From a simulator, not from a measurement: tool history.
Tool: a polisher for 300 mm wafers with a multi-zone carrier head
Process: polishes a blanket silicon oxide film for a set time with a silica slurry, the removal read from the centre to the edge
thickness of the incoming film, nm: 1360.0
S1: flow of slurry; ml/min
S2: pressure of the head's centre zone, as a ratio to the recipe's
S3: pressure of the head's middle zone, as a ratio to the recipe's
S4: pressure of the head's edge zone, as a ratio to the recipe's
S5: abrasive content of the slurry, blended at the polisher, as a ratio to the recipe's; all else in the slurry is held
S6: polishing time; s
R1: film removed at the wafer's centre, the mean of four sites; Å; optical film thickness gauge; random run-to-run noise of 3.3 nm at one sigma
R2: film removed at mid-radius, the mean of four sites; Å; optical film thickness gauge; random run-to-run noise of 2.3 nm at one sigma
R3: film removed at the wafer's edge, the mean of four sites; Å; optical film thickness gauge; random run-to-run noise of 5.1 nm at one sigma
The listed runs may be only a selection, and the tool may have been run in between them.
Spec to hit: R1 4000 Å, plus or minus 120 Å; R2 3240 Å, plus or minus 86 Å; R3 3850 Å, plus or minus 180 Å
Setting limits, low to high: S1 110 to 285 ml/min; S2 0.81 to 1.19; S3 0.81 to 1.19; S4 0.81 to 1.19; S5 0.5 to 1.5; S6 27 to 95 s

run 1 hour=0 | S1=180 S2=1 S3=1 S4=1 S5=1 S6=61 | R1=2948.8 R2=3003.8 R3=3016.3
run 2 hour=8.4 | S1=180 S2=0.96 S3=1 S4=1 S5=1 S6=61 | R1=2811.5 R2=2978.9 R3=3041.9
run 3 hour=13.2 | S1=180 S2=0.96 S3=1 S4=1 S5=0.85 S6=61 | R1=2680.5 R2=2836.6 R3=2847.4
run 4 hour=20.9 | S1=185 S2=0.98 S3=0.99 S4=1.02 S5=0.9 S6=61 | R1=2770 R2=2868 R3=2898.6
run 5 hour=23.5 | S1=185 S2=0.9 S3=0.99 S4=1.02 S5=0.9 S6=61 | R1=2557.3 R2=2912.5 R3=2937.2
run 6 hour=24.4 | S1=185 S2=0.93 S3=0.98 S4=1.03 S5=1 S6=61 | R1=2757.2 R2=2966.8 R3=3092.8
run 7 hour=26.5 | S1=190 S2=0.95 S3=0.97 S4=1.04 S5=1.05 S6=61 | R1=2854.9 R2=2994.1 R3=3059.2
run 8 hour=35.1 | S1=180 S2=0.97 S3=0.95 S4=1.04 S5=1.1 S6=62 | R1=3009.2 R2=2988.6 R3=3173.4
run 9 hour=41.9 | S1=170 S2=0.99 S3=0.94 S4=1.05 S5=1.15 S6=63 | R1=3176.9 R2=3082 R3=3274.5
run 10 hour=45.7 | S1=220 S2=1.09 S3=0.85 S4=1.15 S5=1.25 S6=63 | R1=3745.1 R2=3020 R3=3567.6
run 11 hour=50.3 | S1=225 S2=1.09 S3=0.85 S4=1.16 S5=1.25 S6=63 | R1=3732.5 R2=3015 R3=3560.7
run 12 hour=58.7 | S1=230 S2=1.09 S3=0.85 S4=1.18 S5=1.35 S6=63 | R1=3787.3 R2=3138.7 R3=3653.8
run 13 hour=60.7 | S1=230 S2=1.09 S3=0.85 S4=1.18 S5=1.35 S6=63 | R1=3874.5 R2=3114.5 R3=3824.1
run 14 hour=68.1 | S1=235 S2=1.09 S3=0.85 S4=1.18 S5=1.35 S6=63 | R1=3842.6 R2=3120.9 R3=3802.2

Of the 5 settings listed for the next run, only one would bring every result within its allowed miss of target. Which one?
run A hour=75.5 | S1=260 S2=1.12 S3=0.88 S4=1.19 S5=1.2 S6=65 | R1=? R2=? R3=?
run B hour=75.5 | S1=225 S2=1.04 S3=0.83 S4=1.19 S5=1.3 S6=62 | R1=? R2=? R3=?
run C hour=75.5 | S1=230 S2=1.06 S3=0.91 S4=1.13 S5=1.35 S6=63 | R1=? R2=? R3=?
run D hour=75.5 | S1=285 S2=0.99 S3=0.85 S4=1.19 S5=1.5 S6=63 | R1=? R2=? R3=?
run E hour=75.5 | S1=255 S2=0.96 S3=0.81 S4=1.19 S5=1.5 S6=63 | R1=? R2=? R3=?

move=A R1=4029 R2=3232.3 R3=3761
move=B R1=3589.5 R2=2965.2 R3=3637.5
move=C R1=3779.1 R2=3300.9 R3=3672.2
move=D R1=3751.5 R2=3311.4 R3=3954
move=E R1=3586.5 R2=3144.7 R3=3919.2
A: each result inside its tolerance
B: further off than the last run
C: the worst result of the last run now meets its target, but another is out of spec
D: the worst result of the last run now meets its target, but another is out of spec
E: further off than the last run
Move A is the one to make.
